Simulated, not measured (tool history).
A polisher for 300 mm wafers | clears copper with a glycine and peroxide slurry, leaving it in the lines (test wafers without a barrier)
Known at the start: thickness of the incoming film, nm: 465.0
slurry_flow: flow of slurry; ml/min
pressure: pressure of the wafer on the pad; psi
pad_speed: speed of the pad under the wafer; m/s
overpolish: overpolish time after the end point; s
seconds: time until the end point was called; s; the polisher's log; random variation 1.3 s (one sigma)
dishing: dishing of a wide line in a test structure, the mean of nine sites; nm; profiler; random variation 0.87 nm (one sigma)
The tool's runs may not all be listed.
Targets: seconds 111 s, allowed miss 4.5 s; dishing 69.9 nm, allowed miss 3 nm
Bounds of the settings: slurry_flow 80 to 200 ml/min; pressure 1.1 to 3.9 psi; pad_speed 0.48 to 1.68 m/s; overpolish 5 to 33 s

run	hour	slurry_flow	pressure	pad_speed	overpolish	seconds	dishing
1	0	130	2.5	1.08	17	111.27	46.486
2	0.9	125	2.5	1.08	19	111.35	50.759
3	6.6	125	2.5	1.08	21	111.64	55.383
4	10.6	125	2	1.08	21	134.03	47.85
5	18.2	125	2.1	1.08	22	127.26	51.102
6	25.1	125	2.1	1.08	19	128.26	45.39
7	30.6	120	2.2	1.08	21	123.61	50.551
8	37.5	120	2.3	1.08	22	118.12	53.103
9	43.3	130	2.3	1.08	23	117.87	57.154
10	47.5	150	2.5	1.08	26	105.92	65.715
11	52.5	145	2.5	1.08	26	106.43	66.875
# hour 53.7: slurry nozzle cleaned
12	53.7	140	2.5	1.08	26	102.84	69.47
13	61	135	2.4	1.08	26	107.46	66.705
14	68.6	135	2.3	1.08	27	109.46	65.333

Which of these 4 next moves meets every target?
A	76.2	155	2.3	1	24	?	?
B	76.2	120	2.5	1.04	24	?	?
C	76.2	150	2.4	0.96	26	?	?
D	76.2	155	2.1	1.12	30	?	?

move	seconds	dishing
A	113.51	59.377
B	108.34	61.467
C	113.78	63.005
D	112.04	69.434
A: further off than the last run
B: further off than the last run
C: further off than the last run
D: meets every target
The right move is D.
